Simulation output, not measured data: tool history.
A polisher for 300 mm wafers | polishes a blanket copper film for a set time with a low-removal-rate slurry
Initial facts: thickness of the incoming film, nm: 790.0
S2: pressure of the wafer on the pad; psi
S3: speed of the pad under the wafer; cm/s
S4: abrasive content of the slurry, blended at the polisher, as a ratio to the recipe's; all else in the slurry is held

{"run": 1, "hour": 0.0, "flow of slurry (ml/min)": 295, "S2": 3.5, "S3": 104, "S4": 1, "polishing time (s)": 25, "film removed (nm)": 91.822}
{"run": 2, "hour": 3.2, "flow of slurry (ml/min)": 295, "S2": 3, "S3": 90, "S4": 1, "polishing time (s)": 25, "film removed (nm)": 69.621}
{"run": 3, "hour": 9.8, "flow of slurry (ml/min)": 225, "S2": 3, "S3": 90, "S4": 1, "polishing time (s)": 25, "film removed (nm)": 68.584}
{"run": 4, "hour": 10.8, "flow of slurry (ml/min)": 225, "S2": 3, "S3": 90, "S4": 1, "polishing time (s)": 25, "film removed (nm)": 68.284}
{"run": 5, "hour": 14.1, "flow of slurry (ml/min)": 225, "S2": 3, "S3": 90, "S4": 0.8, "polishing time (s)": 25, "film removed (nm)": 63.74}
{"run": 6, "hour": 22.0, "flow of slurry (ml/min)": 225, "S2": 2.6, "S3": 82, "S4": 0.8, "polishing time (s)": 25, "film removed (nm)": 50.746}
{"run": 7, "hour": 28.8, "flow of slurry (ml/min)": 225, "S2": 2.3, "S3": 78, "S4": 0.8, "polishing time (s)": 25, "film removed (nm)": 44.158}
{"run": 8, "hour": 30.2, "flow of slurry (ml/min)": 225, "S2": 2.1, "S3": 76, "S4": 0.8, "polishing time (s)": 25, "film removed (nm)": 39.593}
{"run": 9, "hour": 34.0, "flow of slurry (ml/min)": 225, "S2": 2, "S3": 76, "S4": 0.8, "polishing time (s)": 25, "film removed (nm)": 37.138}

What will run 10 give?
{"run": 10, "hour": 39.0, "flow of slurry (ml/min)": 225, "S2": 1.9, "S3": 76, "S4": 0.8, "polishing time (s)": 25, "film removed (nm)": "?"}

film removed (nm): 34.87
